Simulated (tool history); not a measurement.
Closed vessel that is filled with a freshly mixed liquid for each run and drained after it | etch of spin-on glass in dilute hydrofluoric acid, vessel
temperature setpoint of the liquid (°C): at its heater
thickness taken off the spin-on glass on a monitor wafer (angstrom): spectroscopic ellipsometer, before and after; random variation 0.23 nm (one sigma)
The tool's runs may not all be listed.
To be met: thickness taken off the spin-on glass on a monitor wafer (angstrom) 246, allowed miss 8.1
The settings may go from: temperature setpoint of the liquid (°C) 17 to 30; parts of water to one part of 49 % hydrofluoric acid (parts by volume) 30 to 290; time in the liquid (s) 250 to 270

run,hour,temperature setpoint of the liquid (°C),parts of water to one part of 49 % hydrofluoric acid (parts by volume),time in the liquid (s),thickness taken off the spin-on glass on a monitor wafer (angstrom)
1,0,22,160,250,319.63
2,8,22,160,270,346.1
3,9.7,22,160,250,313.39
4,16.7,23.5,160,250,329.92
5,18.6,23.5,160,270,360.13
6,23.7,25.5,160,270,390.45
7,32,24,165,270,358.59
8,40.1,23,170,270,325.66
9,44,22,170,270,321.77
10,45.9,21,175,270,295.36

4 next moves are on the table. One of them brings every result within its allowed miss. Which?
A,47.8,23,200,265,?
B,47.8,20,140,255,?
C,47.8,17.5,170,250,?
D,47.8,23.5,160,270,?

move,thickness taken off the spin-on glass on a monitor wafer (angstrom)
A,269.5
B,353.95
C,250.34
D,366.61
A: nearer than the last run, and not there yet
B: further off than the last run
C: meets every target
D: further off than the last run
The right move is C.

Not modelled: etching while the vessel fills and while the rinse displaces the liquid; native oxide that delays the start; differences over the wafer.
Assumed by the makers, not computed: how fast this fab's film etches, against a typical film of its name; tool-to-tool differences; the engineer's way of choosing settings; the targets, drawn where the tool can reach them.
